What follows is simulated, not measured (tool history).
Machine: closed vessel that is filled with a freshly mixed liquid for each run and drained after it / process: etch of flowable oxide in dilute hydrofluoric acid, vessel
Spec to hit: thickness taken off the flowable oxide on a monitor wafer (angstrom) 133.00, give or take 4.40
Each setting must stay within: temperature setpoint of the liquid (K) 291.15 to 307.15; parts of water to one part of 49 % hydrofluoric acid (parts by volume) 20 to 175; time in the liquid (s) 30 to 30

| run | day | temperature setpoint of the liquid (K) | parts of water to one part of 49 % hydrofluoric acid (parts by volume) | time in the liquid (s) | thickness taken off the flowable oxide on a monitor wafer (angstrom) |
|---|---|---|---|---|---|
| 1 | 0.000 | 299.15 | 95 | 30 | 179.06 |
| 2 | 0.200 | 298.65 | 95 | 30 | 176.36 |
| 3 | 0.442 | 301.65 | 95 | 30 | 195.60 |
| 4 | 0.508 | 300.65 | 95 | 30 | 189.93 |
| 5 | 0.642 | 300.65 | 75 | 30 | 244.25 |
| 6 | 0.788 | 299.15 | 75 | 30 | 233.61 |
| 7 | 1.108 | 298.65 | 80 | 30 | 212.50 |
| 8 | 1.262 | 298.15 | 80 | 30 | 208.85 |
| 9 | 1.300 | 297.65 | 80 | 30 | 205.36 |
| 10 | 1.425 | 297.15 | 80 | 30 | 197.88 |
| 11 | 1.762 | 297.15 | 80 | 30 | 201.98 |
| 12 | 1.896 | 296.65 | 80 | 30 | 195.45 |
| 13 | 2.267 | 296.15 | 80 | 30 | 193.57 |
| 14 | 2.429 | 295.65 | 80 | 30 | 187.38 |
| 15 | 2.725 | 295.15 | 80 | 30 | 185.34 |
| 16 | 2.962 | 294.65 | 80 | 30 | 183.43 |

5 next moves are on the table. One of them brings every result within its allowed miss. Which?
| A | 3.200 | 291.15 | 105 | 30 | ? |
| B | 3.200 | 296.65 | 65 | 30 | ? |
| C | 3.200 | 292.15 | 95 | 30 | ? |
| D | 3.200 | 295.15 | 55 | 30 | ? |
| E | 3.200 | 294.15 | 70 | 30 | ? |

| move | thickness taken off the flowable oxide on a monitor wafer (angstrom) |
|---|---|
| A | 115.90 |
| B | 246.08 |
| C | 134.99 |
| D | 276.86 |
| E | 204.87 |
A: takes the biggest miss from the last run beyond its target
B: moves away from the targets compared with the last run
C: in spec on every target
D: moves away from the targets compared with the last run
E: moves away from the targets compared with the last run
C meets every target.

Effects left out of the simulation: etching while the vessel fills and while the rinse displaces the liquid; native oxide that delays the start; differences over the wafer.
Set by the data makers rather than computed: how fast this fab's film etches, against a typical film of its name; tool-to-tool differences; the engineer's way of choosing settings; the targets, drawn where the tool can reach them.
